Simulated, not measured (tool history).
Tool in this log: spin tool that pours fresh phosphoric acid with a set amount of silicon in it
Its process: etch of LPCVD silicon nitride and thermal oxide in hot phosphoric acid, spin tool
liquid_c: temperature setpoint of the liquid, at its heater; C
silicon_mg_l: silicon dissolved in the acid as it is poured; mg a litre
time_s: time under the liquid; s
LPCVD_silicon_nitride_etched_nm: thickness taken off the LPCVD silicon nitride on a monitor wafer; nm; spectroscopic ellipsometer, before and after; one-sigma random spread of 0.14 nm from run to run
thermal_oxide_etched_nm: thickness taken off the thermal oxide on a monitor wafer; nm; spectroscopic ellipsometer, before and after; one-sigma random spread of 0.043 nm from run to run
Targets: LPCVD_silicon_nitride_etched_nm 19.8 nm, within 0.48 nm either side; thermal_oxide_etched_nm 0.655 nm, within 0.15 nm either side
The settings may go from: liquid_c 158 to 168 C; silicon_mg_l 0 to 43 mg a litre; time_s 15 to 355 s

run  hour  liquid_c  silicon_mg_l  time_s  LPCVD_silicon_nitride_etched_nm  thermal_oxide_etched_nm
  1     0       163            19     180                           16.385                  0.45779
  2   5.3       164            19     185                           17.374                  0.46464
  3  10.4       165            19     185                            17.86                  0.53996
  4  17.8       165             9     185                           18.018                  0.66664
  5  19.7     165.5            11     185                           18.232                  0.59171
  6  21.9     165.5            11     255                           24.884                  0.80889
  7  22.8       163             2     240                           21.481                  0.90434
  8  24.7     162.5           4.5     240                           21.279                  0.66865

Exercise: of the 5 proposed moves below, exactly one satisfies all targets within the stated allowed misses. Which move is it?
  A  26.6       158            24     270                                ?                        ?
  B  26.6       161            19     215                                ?                        ?
  C  26.6       163             8     230                                ?                        ?
  D  26.6       160             3     240                                ?                        ?
  E  26.6     158.5          27.5     255                                ?                        ?

move  LPCVD_silicon_nitride_etched_nm  thermal_oxide_etched_nm
   A                           20.886                  0.33698
   B                           18.399                  0.38939
   C                           21.037                  0.62985
   D                           19.861                  0.58311
   E                           20.062                  0.29307
A: nearer the targets than the last run, but a result is still out of spec
B: carries the result that was furthest off beyond its target, to the other side
C: nearer the targets than the last run, but a result is still out of spec
D: all results land within tolerance of their targets
E: meets the target for the result that was furthest off, but another lies outside its allowed miss
The right move is D.
